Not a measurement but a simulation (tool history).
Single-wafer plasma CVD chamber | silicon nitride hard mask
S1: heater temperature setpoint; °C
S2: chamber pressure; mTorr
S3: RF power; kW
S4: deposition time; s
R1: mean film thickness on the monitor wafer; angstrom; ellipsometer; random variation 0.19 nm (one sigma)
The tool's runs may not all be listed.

run 1 hour=0 | S1=425 S2=1960 S3=0.305 S4=32.1 | R1=428.38
run 2 hour=0.5 | S1=425 S2=2140 S3=0.315 S4=32.1 | R1=449.79
run 3 hour=1.9 | S1=425 S2=1800 S3=0.315 S4=32.1 | R1=431.57
run 4 hour=5.1 | S1=425 S2=2120 S3=0.315 S4=32.1 | R1=446.86
run 5 hour=8.9 | S1=431 S2=2120 S3=0.315 S4=32.1 | R1=447.22
run 6 hour=12.3 | S1=431 S2=2120 S3=0.315 S4=32.1 | R1=448.24
run 7 hour=13.4 | S1=430 S2=2510 S3=0.36 S4=32.1 | R1=506.95
run 8 hour=21.8 | S1=430 S2=2560 S3=0.36 S4=32.1 | R1=511.08
run 9 hour=23 | S1=430 S2=2560 S3=0.36 S4=32.1 | R1=507.83
run 10 hour=26.8 | S1=430 S2=2600 S3=0.36 S4=32.1 | R1=510.55
run 11 hour=34.2 | S1=430 S2=2630 S3=0.36 S4=32.1 | R1=512.19

Forecast run 12:
run 12 hour=40.3 | S1=430 S2=2650 S3=0.36 S4=32.1 | R1=?

{"run 12": {"R1": 510.41}}
